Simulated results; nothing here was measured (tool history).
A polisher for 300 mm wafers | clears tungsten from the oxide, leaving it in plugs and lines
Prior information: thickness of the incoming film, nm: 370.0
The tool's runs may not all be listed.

| run | hour | flow of slurry (ml/min) | pressure of the wafer on the pad (psi) | speed of the pad under the wafer (cm/s) | abrasive content of the slurry | overpolish time after the end point (s) | time until the end point was called (s) |
|---|---|---|---|---|---|---|---|
| 1 | 0.0 | 310 | 3.5 | 140 | 1.00 | 15 | 71.194 |
| 2 | 7.9 | 310 | 3.8 | 142 | 1.00 | 15 | 65.299 |
| 3 | 16.1 | 310 | 3.8 | 142 | 0.85 | 15 | 66.746 |
| 4 | 18.4 | 310 | 3.8 | 158 | 0.85 | 15 | 60.824 |
| 5 | 20.2 | 310 | 4.1 | 158 | 0.85 | 15 | 57.944 |
| 6 | 22.1 | 310 | 4.1 | 158 | 0.75 | 15 | 59.268 |
| 7 | 24.3 | 310 | 5.1 | 166 | 0.75 | 15 | 44.441 |

For run 8, what comes out?
| 8 | 25.0 | 310 | 5.2 | 168 | 0.75 | 15 | ? |

time until the end point was called (s): 44.309

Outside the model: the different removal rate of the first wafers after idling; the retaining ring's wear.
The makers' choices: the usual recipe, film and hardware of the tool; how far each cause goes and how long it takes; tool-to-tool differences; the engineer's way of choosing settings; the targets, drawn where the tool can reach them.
